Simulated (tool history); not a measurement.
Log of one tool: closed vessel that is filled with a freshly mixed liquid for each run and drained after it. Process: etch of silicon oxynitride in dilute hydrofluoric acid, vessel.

| run | day | temperature setpoint of the liquid (K) | parts of water to one part of 49 % hydrofluoric acid (parts by volume) | time in the liquid (s) | thickness taken off the silicon oxynitride on a monitor wafer (Å) |
|---|---|---|---|---|---|
| 1 | 0.000 | 293.15 | 265 | 1190 | 75.762 |
| 2 | 0.092 | 294.65 | 240 | 1190 | 92.519 |
| 3 | 0.408 | 297.65 | 240 | 1190 | 105.380 |
| 4 | 0.550 | 299.65 | 240 | 1190 | 113.250 |
| 5 | 0.821 | 299.65 | 240 | 1280 | 122.900 |
| 6 | 1.021 | 299.65 | 330 | 1280 | 83.799 |
| 7 | 1.221 | 299.65 | 295 | 1280 | 95.368 |
| 8 | 1.325 | 299.65 | 265 | 1280 | 107.550 |

Forecast run 9:
| 9 | 1.417 | 301.15 | 160 | 1280 | ? |

Run 9 gave thickness taken off the silicon oxynitride on a monitor wafer (Å) 208.120.

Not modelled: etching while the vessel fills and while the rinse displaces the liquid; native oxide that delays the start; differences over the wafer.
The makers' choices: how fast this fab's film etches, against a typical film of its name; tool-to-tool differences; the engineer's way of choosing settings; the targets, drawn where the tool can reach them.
